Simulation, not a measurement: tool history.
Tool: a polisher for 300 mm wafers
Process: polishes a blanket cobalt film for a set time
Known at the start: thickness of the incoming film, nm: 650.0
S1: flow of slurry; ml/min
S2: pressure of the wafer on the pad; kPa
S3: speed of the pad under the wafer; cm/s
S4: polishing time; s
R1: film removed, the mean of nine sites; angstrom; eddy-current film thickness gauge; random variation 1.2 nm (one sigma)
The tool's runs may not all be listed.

run 1 day=0.000 | S1=220 S2=9.0 S3=114 S4=35 | R1=1261.00
run 2 day=0.029 | S1=190 S2=9.0 S3=114 S4=35 | R1=1220.50
run 3 day=0.217 | S1=190 S2=7.6 S3=114 S4=35 | R1=1041.20
run 4 day=0.388 | S1=205 S2=8.3 S3=114 S4=35 | R1=1145.60
run 5 day=0.600 | S1=205 S2=8.3 S3=114 S4=35 | R1=1137.90
run 6 day=0.917 | S1=205 S2=8.3 S3=98 S4=35 | R1=999.65
run 7 day=0.971 | S1=215 S2=9.0 S3=98 S4=35 | R1=1077.20
run 8 day=1.108 | S1=225 S2=9.7 S3=98 S4=35 | R1=1175.20

Run 9 comes next. What will it give?
run 9 day=1.267 | S1=235 S2=10.3 S3=98 S4=35 | R1=?

Run 9 gave R1 1262.00 angstrom.
